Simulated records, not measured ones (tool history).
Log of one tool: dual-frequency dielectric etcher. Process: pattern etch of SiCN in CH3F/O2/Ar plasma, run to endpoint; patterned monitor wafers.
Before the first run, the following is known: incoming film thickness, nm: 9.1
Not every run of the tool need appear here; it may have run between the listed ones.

run,hour,source power (W),bias power (W),endpoint time (s)
1,0,530,92,18.362
2,5.1,490,92,19.229
3,12.3,400,92,21.838
4,20.8,410,92,21.454
5,23.3,340,92,24.625
6,25.9,370,92,22.961
7,32.3,390,92,22.265
8,37.7,400,92,22.038

Run 9, settings as shown, results not yet in. Your forecast:
# hour 39.3: source power generator calibrated
9,39.3,410,92,?

Logged for run 9: endpoint time (s) 21.895.
